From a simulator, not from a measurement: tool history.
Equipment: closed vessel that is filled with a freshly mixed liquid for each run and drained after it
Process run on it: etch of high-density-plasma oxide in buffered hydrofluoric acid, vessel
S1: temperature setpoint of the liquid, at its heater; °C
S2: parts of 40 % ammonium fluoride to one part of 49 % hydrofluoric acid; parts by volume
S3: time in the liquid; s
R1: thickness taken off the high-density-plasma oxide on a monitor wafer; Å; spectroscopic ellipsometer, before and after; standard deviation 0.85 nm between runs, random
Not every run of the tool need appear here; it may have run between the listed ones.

run	day	S1	S2	S3	R1
1	0	22	7.5	100	1596.6
2	0.079	24.5	7.5	100	1831.7
3	0.383	26	7.5	100	1982.5
4	0.712	25	7.5	100	1877.1
5	0.846	22.5	7.5	100	1634.8
6	1.188	22.5	6.5	100	1882.7
7	1.542	21.5	6.5	100	1767.6
8	1.808	21	6.5	100	1708.4
9	1.921	20.5	6.5	100	1677.7
10	2.15	20	6.5	100	1622.9
11	2.35	19.5	6.5	100	1588.3
12	2.546	19	6.5	100	1545
13	2.733	18.5	6.5	100	1511.8

Run 14 has not been measured yet. What should we expect?
14	3.008	18.5	6.5	100	?

R1: 1502.7 Å

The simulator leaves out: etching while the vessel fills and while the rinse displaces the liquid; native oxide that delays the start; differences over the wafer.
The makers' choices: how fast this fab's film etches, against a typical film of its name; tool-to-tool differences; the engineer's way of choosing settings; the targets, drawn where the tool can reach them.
